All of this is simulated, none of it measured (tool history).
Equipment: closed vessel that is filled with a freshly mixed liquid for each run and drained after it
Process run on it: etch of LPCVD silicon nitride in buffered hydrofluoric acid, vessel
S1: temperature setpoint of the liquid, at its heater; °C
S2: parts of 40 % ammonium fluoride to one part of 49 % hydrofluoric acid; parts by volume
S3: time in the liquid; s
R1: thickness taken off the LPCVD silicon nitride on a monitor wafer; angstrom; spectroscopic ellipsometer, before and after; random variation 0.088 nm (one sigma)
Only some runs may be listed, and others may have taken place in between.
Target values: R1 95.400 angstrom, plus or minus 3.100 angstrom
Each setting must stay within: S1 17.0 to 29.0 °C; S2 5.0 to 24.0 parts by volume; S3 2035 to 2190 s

run	day	S1	S2	S3	R1
1	0.000	21.0	14.5	2035	168.350
2	0.079	20.5	15.0	2035	159.190
3	0.400	20.0	15.5	2035	149.300
4	0.708	19.5	16.0	2035	141.790
5	1.092	19.0	16.5	2035	133.440
6	1.412	19.0	16.5	2190	139.720
7	1.596	18.5	17.0	2190	134.830
8	1.883	18.5	17.5	2190	132.730
9	2.146	18.5	18.0	2190	128.520
10	2.471	18.5	18.5	2190	123.220
11	2.854	18.5	19.0	2190	121.250
12	3.112	18.5	19.5	2190	116.630
13	3.196	17.5	20.5	2185	105.260
14	3.579	17.0	21.0	2180	102.450
15	3.750	17.0	21.5	2175	98.953

Consider the 4 candidate settings below. Which is the only one whose results all fall within their allowed miss of target?
A	3.921	17.0	23.0	2055	?
B	3.921	17.0	24.0	2095	?
C	3.921	17.0	24.0	2090	?
D	3.921	17.0	21.0	2080	?

move	R1
A	89.448
B	88.542
C	88.331
D	96.415
A: the result that was furthest off in the last run now lies on the other side of its target
B: the result that was furthest off in the last run now lies on the other side of its target
C: the result that was furthest off in the last run now lies on the other side of its target
D: in spec on every target
The right move is D.

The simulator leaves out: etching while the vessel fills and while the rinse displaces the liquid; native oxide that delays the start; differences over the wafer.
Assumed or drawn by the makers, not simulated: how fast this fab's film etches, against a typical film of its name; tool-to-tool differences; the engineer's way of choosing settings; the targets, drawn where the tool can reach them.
